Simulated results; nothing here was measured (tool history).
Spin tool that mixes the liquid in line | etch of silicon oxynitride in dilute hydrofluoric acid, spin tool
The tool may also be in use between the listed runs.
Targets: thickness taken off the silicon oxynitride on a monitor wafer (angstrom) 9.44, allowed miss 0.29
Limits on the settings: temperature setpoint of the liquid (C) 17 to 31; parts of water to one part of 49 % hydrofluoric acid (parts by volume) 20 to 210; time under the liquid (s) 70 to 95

run	hour	temperature setpoint of the liquid (C)	parts of water to one part of 49 % hydrofluoric acid (parts by volume)	time under the liquid (s)	thickness taken off the silicon oxynitride on a monitor wafer (angstrom)
1	0	23	115	95	17.626
2	7.5	23	115	95	18.001
3	14.7	21.5	115	95	16.733
4	15.7	21	120	95	15.292
5	21.9	21	120	95	15.318
6	24.3	23	120	95	16.733
7	32.8	22	125	95	15.209
8	34.3	21.5	130	95	14.279
9	36.6	21	135	95	13.419
10	37.7	20.5	140	95	12.615
11	39.3	20	140	95	12.28
12	46.2	19.5	140	95	12.087
13	50.1	19	140	95	11.817
14	51.7	19	140	95	11.723
15	59.1	18.5	140	95	11.426

Pick the move, out of 5, that brings all results within their allowed miss; only one does.
A	66.5	18.5	155	95	?
B	66.5	21	175	95	?
C	66.5	18	145	90	?
D	66.5	20	135	70	?
E	66.5	19.5	155	90	?

move	thickness taken off the silicon oxynitride on a monitor wafer (angstrom)
A	10.266
B	10.1
C	10.213
D	9.4615
E	10.204
A: moves toward the targets from the last run without getting all of them in spec
B: moves toward the targets from the last run without getting all of them in spec
C: moves toward the targets from the last run without getting all of them in spec
D: each result inside its tolerance
E: moves toward the targets from the last run without getting all of them in spec
The move that meets every target is D.

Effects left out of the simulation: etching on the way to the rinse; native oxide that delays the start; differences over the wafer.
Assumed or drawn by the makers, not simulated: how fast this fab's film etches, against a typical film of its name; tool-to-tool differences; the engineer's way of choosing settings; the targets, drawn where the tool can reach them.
